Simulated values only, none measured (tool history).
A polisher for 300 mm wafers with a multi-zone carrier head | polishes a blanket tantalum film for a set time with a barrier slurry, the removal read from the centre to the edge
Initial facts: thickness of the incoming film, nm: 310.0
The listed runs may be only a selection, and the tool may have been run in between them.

| run | hour | flow of slurry (ml/min) | pressure of the head's centre zone | pressure of the head's middle zone | pressure of the head's edge zone | abrasive content of the slurry | polishing time (s) | film removed at the wafer's centre (nm) | film removed at mid-radius (nm) | film removed at the wafer's edge (nm) |
|---|---|---|---|---|---|---|---|---|---|---|
| 1 | 0.0 | 240 | 1.00 | 1.00 | 1.00 | 1.00 | 40 | 48.805 | 48.674 | 47.784 |
| 2 | 3.7 | 240 | 0.93 | 1.00 | 1.00 | 1.00 | 40 | 45.407 | 49.160 | 48.500 |
| 3 | 6.5 | 240 | 0.93 | 1.00 | 1.00 | 1.00 | 50 | 56.161 | 61.104 | 61.033 |
| 4 | 13.0 | 245 | 0.98 | 0.96 | 1.04 | 1.15 | 50 | 63.520 | 61.544 | 64.225 |
| 5 | 15.5 | 270 | 0.98 | 0.96 | 1.04 | 1.15 | 50 | 62.853 | 61.730 | 66.629 |
| 6 | 17.5 | 290 | 1.03 | 0.96 | 1.07 | 1.20 | 50 | 67.910 | 63.984 | 68.176 |
| 7 | 22.1 | 290 | 1.03 | 0.96 | 1.07 | 1.20 | 50 | 67.337 | 63.106 | 67.601 |
| 8 | 29.8 | 300 | 1.05 | 0.94 | 1.09 | 1.30 | 50 | 70.909 | 63.836 | 69.005 |

Expected results for the next run?
| 9 | 35.2 | 310 | 1.06 | 0.91 | 1.12 | 1.35 | 51 | ? | ? | ? |

film removed at the wafer's centre (nm): 74.592
film removed at mid-radius (nm): 64.411
film removed at the wafer's edge (nm): 72.919

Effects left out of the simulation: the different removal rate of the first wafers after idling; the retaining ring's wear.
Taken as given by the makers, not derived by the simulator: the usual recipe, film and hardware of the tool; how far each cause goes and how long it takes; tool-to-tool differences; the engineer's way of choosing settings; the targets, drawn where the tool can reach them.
